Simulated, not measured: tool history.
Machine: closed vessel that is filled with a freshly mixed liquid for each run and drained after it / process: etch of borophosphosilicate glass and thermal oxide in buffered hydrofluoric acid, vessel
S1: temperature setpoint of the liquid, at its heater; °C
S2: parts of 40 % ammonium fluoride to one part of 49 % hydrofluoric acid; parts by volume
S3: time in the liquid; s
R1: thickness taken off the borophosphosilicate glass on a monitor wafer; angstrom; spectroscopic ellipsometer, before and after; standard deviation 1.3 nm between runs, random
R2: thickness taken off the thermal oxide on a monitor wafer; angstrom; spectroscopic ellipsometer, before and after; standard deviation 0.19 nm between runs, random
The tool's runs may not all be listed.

run,hour,S1,S2,S3,R1,R2
1,0,22,17,60,1182.1,380.48
2,0.9,23.5,17,60,1279.3,412.67
3,7.4,25,17,60,1381,449.85
4,13.6,27,17,60,1511.2,500.26
5,15.7,27,20,60,1303.5,426.76
6,16.8,25,20,60,1178.5,383.46
7,22.2,25,20,60,1155.9,385.09

Forecast run 8:
8,23.5,26.5,19.5,60,?,?

Run 8 yielded R1 1286.9 angstrom, R2 425.39 angstrom.

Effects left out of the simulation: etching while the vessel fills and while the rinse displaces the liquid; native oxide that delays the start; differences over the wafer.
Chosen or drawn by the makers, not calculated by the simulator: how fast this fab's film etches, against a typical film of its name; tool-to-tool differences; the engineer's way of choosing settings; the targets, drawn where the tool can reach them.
